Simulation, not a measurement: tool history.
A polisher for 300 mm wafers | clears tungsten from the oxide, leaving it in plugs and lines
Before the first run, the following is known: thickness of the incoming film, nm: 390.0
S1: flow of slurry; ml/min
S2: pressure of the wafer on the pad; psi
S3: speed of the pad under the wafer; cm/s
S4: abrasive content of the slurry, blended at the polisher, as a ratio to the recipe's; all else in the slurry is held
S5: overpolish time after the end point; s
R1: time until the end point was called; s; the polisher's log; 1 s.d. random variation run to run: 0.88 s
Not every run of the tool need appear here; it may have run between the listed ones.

run	hour	S1	S2	S3	S4	S5	R1
1	0	175	4.5	116	1	9	68.941
2	8.7	175	4.5	116	1	9	67.613
3	15.2	175	5.2	116	1	9	62.347
4	20.1	175	5.2	116	1	9	60.889
5	22	175	5.2	138	1	9	51.948
6	24.7	175	4.5	136	1	9	58.731
7	30.3	175	4	136	1	9	63.916
8	33	175	3.6	136	1	9	69.714
9	40.5	165	2.5	134	1	9	93.605
10	41.5	170	2.5	134	1	9	92.781

Run 11 has not been measured yet. What should we expect?
11	43.1	175	2.5	134	1	9	?

{"run 11": {"R1": 92.466}}
